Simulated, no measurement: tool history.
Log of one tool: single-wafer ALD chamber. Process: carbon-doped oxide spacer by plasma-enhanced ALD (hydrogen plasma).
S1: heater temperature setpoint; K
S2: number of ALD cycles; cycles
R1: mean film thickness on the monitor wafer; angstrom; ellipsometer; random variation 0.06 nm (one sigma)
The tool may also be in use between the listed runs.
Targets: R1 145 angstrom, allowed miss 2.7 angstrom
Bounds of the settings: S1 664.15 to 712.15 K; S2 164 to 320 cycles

| run | hour | S1 | S2 | R1 |
|---|---|---|---|---|
| 1 | 0 | 688.15 | 242 | 122.49 |
| 2 | 7 | 682.15 | 242 | 124.49 |
| 3 | 10 | 681.15 | 246 | 126.81 |
| 4 | 11 | 680.15 | 250 | 129.28 |
| 5 | 16.9 | 690.15 | 250 | 124.95 |
| 6 | 25 | 686.15 | 250 | 126.19 |
| 7 | 33.3 | 674.15 | 283 | 149.07 |
| 8 | 34.5 | 675.15 | 283 | 147.52 |

Which of these 4 next moves meets every target?
| A | 35.7 | 676.15 | 277 | ? |
| B | 35.7 | 670.15 | 291 | ? |
| C | 35.7 | 678.15 | 291 | ? |
| D | 35.7 | 672.15 | 289 | ? |

| move | R1 |
|---|---|
| A | 145.48 |
| B | 153.46 |
| C | 151.78 |
| D | 152.41 |
A: meets every target
B: further off than the last run
C: further off than the last run
D: further off than the last run
Move A is the one to make.
